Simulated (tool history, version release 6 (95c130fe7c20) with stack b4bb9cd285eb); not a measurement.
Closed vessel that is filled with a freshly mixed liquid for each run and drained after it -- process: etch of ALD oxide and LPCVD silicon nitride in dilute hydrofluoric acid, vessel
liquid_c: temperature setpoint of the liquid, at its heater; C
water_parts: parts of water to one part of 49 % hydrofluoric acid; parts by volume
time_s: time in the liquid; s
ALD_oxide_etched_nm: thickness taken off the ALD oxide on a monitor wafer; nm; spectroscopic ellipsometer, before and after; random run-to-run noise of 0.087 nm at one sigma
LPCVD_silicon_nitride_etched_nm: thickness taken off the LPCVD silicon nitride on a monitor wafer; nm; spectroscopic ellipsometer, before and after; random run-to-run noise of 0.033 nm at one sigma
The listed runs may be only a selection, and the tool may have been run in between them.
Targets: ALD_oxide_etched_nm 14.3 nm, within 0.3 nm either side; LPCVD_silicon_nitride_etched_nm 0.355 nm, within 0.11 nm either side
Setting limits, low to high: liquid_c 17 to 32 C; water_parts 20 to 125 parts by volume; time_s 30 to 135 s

run,hour,liquid_c,water_parts,time_s,ALD_oxide_etched_nm,LPCVD_silicon_nitride_etched_nm
1,0,24,70,70,17.313,0.40825
2,4.7,23,70,70,16.416,0.41916
3,10.2,22.5,70,70,16.329,0.43414
4,15.5,22,70,70,15.923,0.34475
5,18.4,25.5,70,70,18.255,0.51698
6,22.4,27.5,70,70,19.965,0.53704
7,28.5,26,70,70,18.53,0.46196
8,36.3,22,75,70,14.892,0.31916
9,45,22,75,70,14.768,0.36741

5 next moves are on the table. One of them brings every result within its allowed miss. Which?
A,53.7,20,70,75,?,?
B,53.7,21,120,120,?,?
C,53.7,23.5,90,75,?,?
D,53.7,24,105,85,?,?
E,53.7,24.5,95,75,?,?

move,ALD_oxide_etched_nm,LPCVD_silicon_nitride_etched_nm
A,15.699,0.35087
B,14.421,0.35485
C,13.76,0.3476
D,13.387,0.34976
E,13.481,0.35208
A: moves away from the targets compared with the last run
B: every result lands within tolerance
C: takes the result that was furthest off past its target
D: takes the result that was furthest off past its target
E: takes the result that was furthest off past its target
The move that meets every target is B.
